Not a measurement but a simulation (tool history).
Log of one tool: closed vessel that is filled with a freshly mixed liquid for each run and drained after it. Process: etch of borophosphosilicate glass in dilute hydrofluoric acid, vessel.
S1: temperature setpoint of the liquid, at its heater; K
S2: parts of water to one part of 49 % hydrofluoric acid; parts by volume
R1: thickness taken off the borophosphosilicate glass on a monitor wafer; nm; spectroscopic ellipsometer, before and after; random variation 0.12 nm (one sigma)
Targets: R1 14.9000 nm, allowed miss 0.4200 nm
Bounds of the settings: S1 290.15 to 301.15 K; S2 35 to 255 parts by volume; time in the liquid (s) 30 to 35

Run 1, hour 0.0: S1 293.15 K, S2 145 parts by volume, time in the liquid (s) 35. Result: R1 9.5331 nm.
Run 2, hour 6.4: S1 293.15 K, S2 145 parts by volume, time in the liquid (s) 30. Result: R1 8.3011 nm.
Run 3, hour 13.4: S1 293.15 K, S2 145 parts by volume, time in the liquid (s) 35. Result: R1 9.7243 nm.
Run 4, hour 17.7: S1 294.65 K, S2 140 parts by volume, time in the liquid (s) 35. Result: R1 10.6640 nm.
Run 5, hour 21.0: S1 294.65 K, S2 115 parts by volume, time in the liquid (s) 35. Result: R1 13.4300 nm.
Run 6, hour 23.8: S1 295.15 K, S2 115 parts by volume, time in the liquid (s) 35. Result: R1 13.6890 nm.
Run 7, hour 26.9: S1 295.65 K, S2 115 parts by volume, time in the liquid (s) 35. Result: R1 13.9270 nm.
Run 8, hour 28.4: S1 296.15 K, S2 115 parts by volume, time in the liquid (s) 35. Result: R1 14.1410 nm.
Run 9, hour 31.4: S1 296.65 K, S2 115 parts by volume, time in the liquid (s) 35. Result: R1 14.4640 nm.

Which of these 4 next moves meets every target?
Run A, hour 34.4: S1 300.15 K, S2 115 parts by volume, time in the liquid (s) 30. Result: R1 ?.
Run B, hour 34.4: S1 296.15 K, S2 115 parts by volume, time in the liquid (s) 35. Result: R1 ?.
Run C, hour 34.4: S1 294.65 K, S2 105 parts by volume, time in the liquid (s) 35. Result: R1 ?.
Run D, hour 34.4: S1 298.15 K, S2 125 parts by volume, time in the liquid (s) 35. Result: R1 ?.

move       R1
   A  14.2940
   B  14.2780
   C  14.9000
   D  14.0340
A: further off than the last run
B: further off than the last run
C: meets every target
D: further off than the last run
Answer: C
